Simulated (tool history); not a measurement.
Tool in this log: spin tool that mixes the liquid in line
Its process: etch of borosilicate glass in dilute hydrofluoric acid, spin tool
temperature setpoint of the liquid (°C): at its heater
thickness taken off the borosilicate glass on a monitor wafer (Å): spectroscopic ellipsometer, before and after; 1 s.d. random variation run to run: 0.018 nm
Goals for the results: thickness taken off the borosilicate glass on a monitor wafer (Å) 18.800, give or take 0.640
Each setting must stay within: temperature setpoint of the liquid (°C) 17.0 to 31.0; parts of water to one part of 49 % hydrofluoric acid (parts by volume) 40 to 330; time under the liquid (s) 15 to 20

run	day	temperature setpoint of the liquid (°C)	parts of water to one part of 49 % hydrofluoric acid (parts by volume)	time under the liquid (s)	thickness taken off the borosilicate glass on a monitor wafer (Å)
1	0.000	23.0	185	20	37.294
2	0.112	23.0	185	20	37.280
3	0.246	24.5	185	20	39.397
4	0.412	24.5	140	20	55.102
5	0.571	24.0	150	20	49.748
6	0.638	24.0	150	20	50.494
7	0.658	20.0	220	20	27.223
8	0.704	19.5	225	20	26.425
9	1.021	19.5	230	20	25.086

Exercise: of the 4 proposed moves below, exactly one satisfies all targets within the stated allowed misses. Which move is it?
A	1.338	20.0	190	20	?
B	1.338	19.5	195	20	?
C	1.338	21.0	170	20	?
D	1.338	23.5	260	15	?

move	thickness taken off the borosilicate glass on a monitor wafer (Å)
A	32.029
B	30.460
C	37.984
D	18.575
A: its largest miss is bigger than the last run's
B: its largest miss is bigger than the last run's
C: its largest miss is bigger than the last run's
D: every result within its allowed miss
The move that meets every target is D.
